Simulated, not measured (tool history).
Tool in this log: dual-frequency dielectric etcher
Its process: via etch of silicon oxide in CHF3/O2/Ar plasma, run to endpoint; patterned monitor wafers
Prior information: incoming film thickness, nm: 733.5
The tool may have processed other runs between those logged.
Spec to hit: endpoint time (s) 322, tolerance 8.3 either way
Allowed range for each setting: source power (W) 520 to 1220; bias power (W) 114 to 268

run	hour	source power (W)	bias power (W)	endpoint time (s)
1	0	870	191	279.47
2	9	800	186	290.94
3	10.2	800	209	282.03
4	13.3	730	204	298.7
5	18.1	820	204	286.12
6	22.4	820	175	299.55
7	23.8	790	173	300.67
8	28.2	760	171	313.4

Exactly one of the 5 candidate moves below puts every result within its allowed miss. Which one?
A	32.6	520	257	?
B	32.6	780	188	?
C	32.6	800	176	?
D	32.6	790	172	?
E	32.6	730	192	?

move	endpoint time (s)
A	324.38
B	298.11
C	301.84
D	306.31
E	305.46
A: hits every target within its allowed miss
B: its largest miss is bigger than the last run's
C: its largest miss is bigger than the last run's
D: its largest miss is bigger than the last run's
E: its largest miss is bigger than the last run's
A meets every target.
